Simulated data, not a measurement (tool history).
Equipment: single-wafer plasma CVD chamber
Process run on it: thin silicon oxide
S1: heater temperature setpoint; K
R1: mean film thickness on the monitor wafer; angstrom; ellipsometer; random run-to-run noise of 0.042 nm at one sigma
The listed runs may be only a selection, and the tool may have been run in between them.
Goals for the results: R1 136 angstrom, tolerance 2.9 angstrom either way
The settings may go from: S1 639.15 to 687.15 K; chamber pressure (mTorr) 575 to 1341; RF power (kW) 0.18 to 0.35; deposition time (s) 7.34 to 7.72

{"run": 1, "hour": 0.0, "S1": 663.15, "chamber pressure (mTorr)": 958, "RF power (kW)": 0.265, "deposition time (s)": 7.72, "R1": 171.83}
{"run": 2, "hour": 9.0, "S1": 663.15, "chamber pressure (mTorr)": 958, "RF power (kW)": 0.265, "deposition time (s)": 7.72, "R1": 172.65}
{"run": 3, "hour": 13.7, "S1": 663.15, "chamber pressure (mTorr)": 1060, "RF power (kW)": 0.265, "deposition time (s)": 7.72, "R1": 187.84}
{"run": 4, "hour": 20.9, "S1": 663.15, "chamber pressure (mTorr)": 1060, "RF power (kW)": 0.23, "deposition time (s)": 7.72, "R1": 176.96}
{"run": 5, "hour": 22.0, "S1": 663.15, "chamber pressure (mTorr)": 970, "RF power (kW)": 0.23, "deposition time (s)": 7.71, "R1": 165.25}
{"run": 6, "hour": 31.0, "S1": 663.15, "chamber pressure (mTorr)": 970, "RF power (kW)": 0.23, "deposition time (s)": 7.34, "R1": 158.32}
{"run": 7, "hour": 35.0, "S1": 663.15, "chamber pressure (mTorr)": 916, "RF power (kW)": 0.23, "deposition time (s)": 7.34, "R1": 148.42}
{"run": 8, "hour": 36.0, "S1": 663.15, "chamber pressure (mTorr)": 889, "RF power (kW)": 0.23, "deposition time (s)": 7.34, "R1": 144.53}
{"run": 9, "hour": 43.8, "S1": 663.15, "chamber pressure (mTorr)": 871, "RF power (kW)": 0.23, "deposition time (s)": 7.34, "R1": 141.71}
{"run": 10, "hour": 52.2, "S1": 663.15, "chamber pressure (mTorr)": 859, "RF power (kW)": 0.23, "deposition time (s)": 7.34, "R1": 139.65}

Exactly one of the 4 candidate moves below puts every result within its allowed miss. Which one?
{"run": "A", "hour": 60.6, "S1": 663.15, "chamber pressure (mTorr)": 887, "RF power (kW)": 0.22, "deposition time (s)": 7.34, "R1": "?"}
{"run": "B", "hour": 60.6, "S1": 646.15, "chamber pressure (mTorr)": 917, "RF power (kW)": 0.2, "deposition time (s)": 7.38, "R1": "?"}
{"run": "C", "hour": 60.6, "S1": 648.15, "chamber pressure (mTorr)": 852, "RF power (kW)": 0.255, "deposition time (s)": 7.34, "R1": "?"}
{"run": "D", "hour": 60.6, "S1": 665.15, "chamber pressure (mTorr)": 892, "RF power (kW)": 0.2, "deposition time (s)": 7.34, "R1": "?"}

move=A R1=141.69
move=B R1=143.39
move=C R1=146.04
move=D R1=136.9
A: lands further from the targets than the last run did
B: lands further from the targets than the last run did
C: lands further from the targets than the last run did
D: all results land within tolerance of their targets
D meets every target.
